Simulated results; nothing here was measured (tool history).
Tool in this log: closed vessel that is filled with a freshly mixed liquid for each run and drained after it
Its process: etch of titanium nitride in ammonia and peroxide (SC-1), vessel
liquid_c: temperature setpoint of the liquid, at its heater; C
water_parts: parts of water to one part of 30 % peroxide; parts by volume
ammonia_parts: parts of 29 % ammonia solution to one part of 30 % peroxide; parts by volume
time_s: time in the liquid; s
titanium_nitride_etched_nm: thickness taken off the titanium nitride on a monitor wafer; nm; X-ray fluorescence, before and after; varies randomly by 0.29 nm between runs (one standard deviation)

run,day,liquid_c,water_parts,ammonia_parts,time_s,titanium_nitride_etched_nm
1,0,51,7,0.5,825,103.04
2,0.271,50,7,0.5,825,97.485
3,0.546,50,9,0.5,825,85.578
4,0.629,49.5,9,0.5,825,81.832
5,0.775,49.5,7,0.5,825,93.339
6,0.871,49.5,7,0.35,825,88.376
7,0.946,49,7,0.35,825,84.529
8,0.996,48.5,7,0.35,825,81.8

What will run 9 give?
9,1.304,48,7,0.35,825,?

titanium_nitride_etched_nm: 79.034 nm

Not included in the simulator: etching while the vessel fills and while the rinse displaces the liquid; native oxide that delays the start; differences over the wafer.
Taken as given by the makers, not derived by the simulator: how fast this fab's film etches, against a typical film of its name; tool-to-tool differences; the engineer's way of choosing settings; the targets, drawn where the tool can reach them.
